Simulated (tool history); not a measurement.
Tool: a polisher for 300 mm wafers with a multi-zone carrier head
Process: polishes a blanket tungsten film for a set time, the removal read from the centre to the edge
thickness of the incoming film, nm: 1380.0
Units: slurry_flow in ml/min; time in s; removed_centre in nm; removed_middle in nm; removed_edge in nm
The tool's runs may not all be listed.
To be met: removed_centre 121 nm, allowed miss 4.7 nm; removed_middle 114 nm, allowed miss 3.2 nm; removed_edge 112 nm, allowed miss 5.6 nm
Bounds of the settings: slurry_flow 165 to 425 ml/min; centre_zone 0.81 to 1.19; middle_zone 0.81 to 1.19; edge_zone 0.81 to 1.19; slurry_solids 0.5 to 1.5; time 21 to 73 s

{"run": 1, "hour": 0.0, "slurry_flow": 275, "centre_zone": 1, "middle_zone": 1, "edge_zone": 1, "slurry_solids": 1, "time": 47, "removed_centre": 150.65, "removed_middle": 150.94, "removed_edge": 155.41}
{"run": 2, "hour": 4.7, "slurry_flow": 280, "centre_zone": 1.01, "middle_zone": 0.99, "edge_zone": 0.95, "slurry_solids": 0.85, "time": 45, "removed_centre": 136.72, "removed_middle": 136.43, "removed_edge": 136.24}
{"run": 3, "hour": 11.7, "slurry_flow": 280, "centre_zone": 1.02, "middle_zone": 0.96, "edge_zone": 0.91, "slurry_solids": 0.75, "time": 45, "removed_centre": 131, "removed_middle": 127.68, "removed_edge": 127.63}
{"run": 4, "hour": 13.9, "slurry_flow": 275, "centre_zone": 1.02, "middle_zone": 0.94, "edge_zone": 0.88, "slurry_solids": 0.7, "time": 45, "removed_centre": 131.45, "removed_middle": 124.32, "removed_edge": 125.97}
{"run": 5, "hour": 16.9, "slurry_flow": 275, "centre_zone": 1.02, "middle_zone": 0.94, "edge_zone": 0.88, "slurry_solids": 0.7, "time": 38, "removed_centre": 108.13, "removed_middle": 106, "removed_edge": 104.26}
{"run": 6, "hour": 24.9, "slurry_flow": 325, "centre_zone": 1.02, "middle_zone": 0.94, "edge_zone": 0.88, "slurry_solids": 0.7, "time": 38, "removed_centre": 111.94, "removed_middle": 105.84, "removed_edge": 104.37}
{"run": 7, "hour": 27.8, "slurry_flow": 325, "centre_zone": 1.03, "middle_zone": 0.95, "edge_zone": 0.9, "slurry_solids": 0.75, "time": 38, "removed_centre": 116.71, "removed_middle": 110.32, "removed_edge": 105.19}
{"run": 8, "hour": 35.8, "slurry_flow": 320, "centre_zone": 1.03, "middle_zone": 0.95, "edge_zone": 0.92, "slurry_solids": 0.75, "time": 38, "removed_centre": 114.08, "removed_middle": 110.03, "removed_edge": 110.65}
{"run": 9, "hour": 43.3, "slurry_flow": 325, "centre_zone": 1.04, "middle_zone": 0.96, "edge_zone": 0.92, "slurry_solids": 0.75, "time": 38, "removed_centre": 116.86, "removed_middle": 109.63, "removed_edge": 109.4}

Which of these 4 next moves meets every target?
{"run": "A", "hour": 50.8, "slurry_flow": 310, "centre_zone": 0.98, "middle_zone": 0.95, "edge_zone": 0.82, "slurry_solids": 0.8, "time": 37, "removed_centre": "?", "removed_middle": "?", "removed_edge": "?"}
{"run": "B", "hour": 50.8, "slurry_flow": 330, "centre_zone": 1.13, "middle_zone": 0.9, "edge_zone": 0.96, "slurry_solids": 0.7, "time": 37, "removed_centre": "?", "removed_middle": "?", "removed_edge": "?"}
{"run": "C", "hour": 50.8, "slurry_flow": 360, "centre_zone": 1.09, "middle_zone": 1.02, "edge_zone": 0.99, "slurry_solids": 0.7, "time": 38, "removed_centre": "?", "removed_middle": "?", "removed_edge": "?"}
{"run": "D", "hour": 50.8, "slurry_flow": 295, "centre_zone": 0.93, "middle_zone": 0.96, "edge_zone": 0.94, "slurry_solids": 0.65, "time": 42, "removed_centre": "?", "removed_middle": "?", "removed_edge": "?"}

move=A removed_centre=106.82 removed_middle=108.89 removed_edge=100.4
move=B removed_centre=119.15 removed_middle=101.14 removed_edge=104.14
move=C removed_centre=119.05 removed_middle=114.47 removed_edge=109.01
move=D removed_centre=107.45 removed_middle=116.4 removed_edge=113.43
A: further off than the last run
B: further off than the last run
C: meets every target
D: brings the result that was furthest off to its target, and leaves another outside
Move C is the one to make.
